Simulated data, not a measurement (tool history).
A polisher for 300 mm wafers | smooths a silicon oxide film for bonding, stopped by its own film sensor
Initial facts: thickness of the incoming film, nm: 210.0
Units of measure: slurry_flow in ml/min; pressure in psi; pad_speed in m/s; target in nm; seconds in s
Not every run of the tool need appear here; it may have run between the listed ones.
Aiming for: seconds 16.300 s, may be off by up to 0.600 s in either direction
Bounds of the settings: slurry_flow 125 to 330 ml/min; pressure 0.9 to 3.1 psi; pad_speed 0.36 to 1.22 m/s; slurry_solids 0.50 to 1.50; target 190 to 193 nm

run,hour,slurry_flow,pressure,pad_speed,slurry_solids,target,seconds
1,0.0,210,2.0,0.78,1.00,190,26.228
2,2.5,210,2.0,0.78,1.00,193,22.314
3,11.1,210,2.0,0.60,1.00,193,27.003
4,13.4,210,2.0,0.44,1.00,193,34.493
5,18.6,210,2.3,0.48,1.00,193,28.924
6,26.7,210,2.7,0.48,1.00,193,25.714
7,30.6,215,2.8,0.56,1.00,193,21.623
8,35.3,240,3.1,0.66,1.00,193,17.311

Pick the move, out of 5, that brings all results within their allowed miss; only one does.
A,40.0,265,3.1,0.56,1.00,193,?
B,40.0,250,3.1,0.74,1.00,192,?
C,40.0,230,3.1,0.74,0.95,191,?
D,40.0,200,3.1,0.62,1.10,193,?
E,40.0,240,3.1,0.74,0.90,191,?

move,seconds
A,18.964
B,16.169
C,17.556
D,17.507
E,17.810
A: moves away from the targets compared with the last run
B: meets every target
C: moves away from the targets compared with the last run
D: moves away from the targets compared with the last run
E: moves away from the targets compared with the last run
The move that meets every target is B.
